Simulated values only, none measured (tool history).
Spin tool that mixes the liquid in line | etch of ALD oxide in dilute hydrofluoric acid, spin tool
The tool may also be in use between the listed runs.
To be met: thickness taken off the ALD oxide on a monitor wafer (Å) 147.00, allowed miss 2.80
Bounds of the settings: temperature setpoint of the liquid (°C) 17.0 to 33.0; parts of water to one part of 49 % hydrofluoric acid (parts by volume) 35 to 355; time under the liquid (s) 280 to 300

run	hour	temperature setpoint of the liquid (°C)	parts of water to one part of 49 % hydrofluoric acid (parts by volume)	time under the liquid (s)	thickness taken off the ALD oxide on a monitor wafer (Å)
1	0.0	25.0	195	280	207.47
2	3.1	25.0	195	280	207.85
3	11.5	28.0	195	280	231.10
4	13.0	27.0	195	280	224.38
5	14.8	26.0	195	280	216.41
6	17.9	26.0	195	280	216.20
7	19.5	25.0	195	280	207.67
8	26.3	21.0	205	280	168.00
9	29.0	20.5	205	280	166.46

Which of these 5 next moves meets every target?
A	31.7	19.0	225	280	?
B	31.7	19.5	165	280	?
C	31.7	18.5	220	280	?
D	31.7	19.5	210	280	?
E	31.7	20.5	225	280	?

move	thickness taken off the ALD oxide on a monitor wafer (Å)
A	139.93
B	206.24
C	141.02
D	155.03
E	148.17
A: takes the result that was furthest off past its target
B: further off than the last run
C: takes the result that was furthest off past its target
D: nearer than the last run, and not there yet
E: meets every target
Answer: E

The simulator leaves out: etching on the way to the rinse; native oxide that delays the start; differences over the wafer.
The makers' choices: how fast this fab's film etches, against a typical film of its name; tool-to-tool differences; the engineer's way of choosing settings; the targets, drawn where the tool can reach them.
